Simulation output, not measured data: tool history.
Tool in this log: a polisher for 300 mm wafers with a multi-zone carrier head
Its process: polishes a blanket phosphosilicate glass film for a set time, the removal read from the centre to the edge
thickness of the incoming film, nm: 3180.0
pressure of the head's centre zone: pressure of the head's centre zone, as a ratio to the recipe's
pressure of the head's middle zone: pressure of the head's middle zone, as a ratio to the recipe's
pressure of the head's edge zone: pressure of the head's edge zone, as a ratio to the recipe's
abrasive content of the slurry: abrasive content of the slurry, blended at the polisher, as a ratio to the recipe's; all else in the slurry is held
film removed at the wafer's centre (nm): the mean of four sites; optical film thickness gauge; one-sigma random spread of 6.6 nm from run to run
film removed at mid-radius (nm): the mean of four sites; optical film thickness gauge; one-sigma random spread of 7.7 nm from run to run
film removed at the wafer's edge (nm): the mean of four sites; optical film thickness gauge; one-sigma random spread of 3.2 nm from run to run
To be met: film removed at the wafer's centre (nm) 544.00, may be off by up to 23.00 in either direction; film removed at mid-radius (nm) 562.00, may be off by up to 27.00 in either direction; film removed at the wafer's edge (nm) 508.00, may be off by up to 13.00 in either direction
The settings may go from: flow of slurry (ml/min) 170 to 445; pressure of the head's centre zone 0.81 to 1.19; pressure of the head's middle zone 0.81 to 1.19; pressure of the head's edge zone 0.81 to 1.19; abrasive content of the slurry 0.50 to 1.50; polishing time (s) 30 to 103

| run | hour | flow of slurry (ml/min) | pressure of the head's centre zone | pressure of the head's middle zone | pressure of the head's edge zone | abrasive content of the slurry | polishing time (s) | film removed at the wafer's centre (nm) | film removed at mid-radius (nm) | film removed at the wafer's edge (nm) |
|---|---|---|---|---|---|---|---|---|---|---|
| 1 | 0.0 | 285 | 1.00 | 1.00 | 1.00 | 1.00 | 66 | 638.54 | 651.12 | 653.49 |
| 2 | 9.0 | 285 | 1.00 | 1.00 | 0.98 | 0.95 | 66 | 635.97 | 641.00 | 627.49 |
| 3 | 10.1 | 325 | 1.00 | 1.00 | 0.98 | 0.95 | 66 | 658.92 | 652.31 | 634.18 |
| 4 | 14.2 | 320 | 0.99 | 1.00 | 0.97 | 0.90 | 66 | 629.83 | 650.84 | 621.32 |
| 5 | 21.1 | 315 | 0.99 | 0.99 | 0.96 | 0.85 | 66 | 627.97 | 623.39 | 602.54 |
| 6 | 29.4 | 310 | 0.98 | 0.99 | 0.95 | 0.85 | 66 | 596.53 | 610.81 | 598.93 |
| 7 | 35.4 | 305 | 0.98 | 0.99 | 0.94 | 0.85 | 66 | 600.87 | 622.20 | 595.24 |
| 8 | 43.1 | 300 | 0.98 | 0.99 | 0.93 | 0.85 | 66 | 612.91 | 622.59 | 590.46 |
| 9 | 50.2 | 295 | 0.98 | 0.99 | 0.92 | 0.85 | 66 | 609.88 | 605.49 | 591.22 |

Pick the move, out of 4, that brings all results within their allowed miss; only one does.
| A | 57.3 | 240 | 0.96 | 0.97 | 0.88 | 0.80 | 56 | ? | ? | ? |
| B | 57.3 | 225 | 0.87 | 0.81 | 0.88 | 0.90 | 64 | ? | ? | ? |
| C | 57.3 | 260 | 0.99 | 1.02 | 0.85 | 0.85 | 59 | ? | ? | ? |
| D | 57.3 | 355 | 1.04 | 1.11 | 0.89 | 0.75 | 56 | ? | ? | ? |

| move | film removed at the wafer's centre (nm) | film removed at mid-radius (nm) | film removed at the wafer's edge (nm) |
|---|---|---|---|
| A | 488.62 | 503.72 | 469.52 |
| B | 520.87 | 524.96 | 555.82 |
| C | 547.37 | 566.20 | 499.96 |
| D | 541.11 | 564.10 | 474.65 |
A: takes the result that was furthest off past its target
B: nearer the targets than the last run, but a result is still out of spec
C: all results in spec
D: takes the result that was furthest off past its target
The move that meets every target is C.

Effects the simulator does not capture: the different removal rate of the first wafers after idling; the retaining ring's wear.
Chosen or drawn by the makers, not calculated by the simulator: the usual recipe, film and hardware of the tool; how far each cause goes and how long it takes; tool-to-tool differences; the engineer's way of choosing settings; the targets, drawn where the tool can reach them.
